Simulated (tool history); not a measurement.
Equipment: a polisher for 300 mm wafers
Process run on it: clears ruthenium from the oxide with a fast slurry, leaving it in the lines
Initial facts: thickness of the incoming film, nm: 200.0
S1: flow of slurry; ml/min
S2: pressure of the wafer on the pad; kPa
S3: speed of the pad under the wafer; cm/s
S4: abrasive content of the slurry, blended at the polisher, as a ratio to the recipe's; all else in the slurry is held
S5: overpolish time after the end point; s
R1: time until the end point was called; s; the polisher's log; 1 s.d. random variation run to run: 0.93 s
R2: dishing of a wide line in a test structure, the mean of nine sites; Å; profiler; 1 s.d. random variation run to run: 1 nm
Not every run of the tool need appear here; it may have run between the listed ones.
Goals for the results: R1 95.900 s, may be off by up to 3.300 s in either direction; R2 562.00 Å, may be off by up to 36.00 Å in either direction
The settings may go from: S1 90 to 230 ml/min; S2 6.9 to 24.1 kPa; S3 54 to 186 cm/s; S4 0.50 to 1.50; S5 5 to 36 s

{"run": 1, "hour": 0.0, "S1": 150, "S2": 15.2, "S3": 118, "S4": 1.0, "S5": 18, "R1": 45.519, "R2": 638.06}
{"run": 2, "hour": 6.8, "S1": 150, "S2": 15.2, "S3": 118, "S4": 0.8, "S5": 18, "R1": 53.619, "R2": 546.14}
{"run": 3, "hour": 9.3, "S1": 145, "S2": 13.1, "S3": 118, "S4": 0.8, "S5": 20, "R1": 62.499, "R2": 545.11}
{"run": 4, "hour": 17.3, "S1": 145, "S2": 13.1, "S3": 118, "S4": 0.8, "S5": 17, "R1": 61.466, "R2": 460.69}
{"run": 5, "hour": 24.8, "S1": 140, "S2": 11.7, "S3": 118, "S4": 0.8, "S5": 19, "R1": 68.939, "R2": 460.2}
{"run": 6, "hour": 32.7, "S1": 135, "S2": 11.0, "S3": 118, "S4": 0.8, "S5": 21, "R1": 72.493, "R2": 483.08}
{"run": 7, "hour": 37.7, "S1": 130, "S2": 10.3, "S3": 118, "S4": 0.8, "S5": 23, "R1": 77.265, "R2": 496.89}
{"run": 8, "hour": 39.6, "S1": 125, "S2": 9.7, "S3": 118, "S4": 0.8, "S5": 25, "R1": 82.537, "R2": 501.29}
{"run": 9, "hour": 41.3, "S1": 120, "S2": 9.7, "S3": 118, "S4": 0.8, "S5": 26, "R1": 83.126, "R2": 517.97}
{"run": 10, "hour": 47.3, "S1": 115, "S2": 9.7, "S3": 118, "S4": 0.8, "S5": 27, "R1": 85.015, "R2": 529.61}
{"run": 11, "hour": 48.0, "S1": 110, "S2": 9.7, "S3": 118, "S4": 0.8, "S5": 28, "R1": 85.321, "R2": 535.66}
{"run": 12, "hour": 53.1, "S1": 105, "S2": 9.7, "S3": 118, "S4": 0.8, "S5": 29, "R1": 85.075, "R2": 544.5}
{"run": 13, "hour": 59.3, "S1": 100, "S2": 7.6, "S3": 118, "S4": 0.8, "S5": 33, "R1": 104.31, "R2": 514.61}
{"run": 14, "hour": 63.0, "S1": 105, "S2": 7.6, "S3": 118, "S4": 0.8, "S5": 33, "R1": 103.04, "R2": 515.07}

Which of these 4 next moves meets every target?
{"run": "A", "hour": 66.7, "S1": 90, "S2": 9.7, "S3": 108, "S4": 0.9, "S5": 30, "R1": "?", "R2": "?"}
{"run": "B", "hour": 66.7, "S1": 125, "S2": 14.5, "S3": 116, "S4": 0.55, "S5": 34, "R1": "?", "R2": "?"}
{"run": "C", "hour": 66.7, "S1": 110, "S2": 7.6, "S3": 130, "S4": 0.75, "S5": 27, "R1": "?", "R2": "?"}
{"run": "D", "hour": 66.7, "S1": 120, "S2": 8.3, "S3": 106, "S4": 0.9, "S5": 25, "R1": "?", "R2": "?"}

move=A R1=86.671 R2=567.26
move=B R1=95.569 R2=581.10
move=C R1=97.680 R2=464.07
move=D R1=92.605 R2=454.26
A: takes the result that was furthest off past its target
B: every result within its allowed miss
C: brings the result that was furthest off to its target, and leaves another outside
D: brings the result that was furthest off to its target, and leaves another outside
So the answer is move B, the one that meets all the targets.
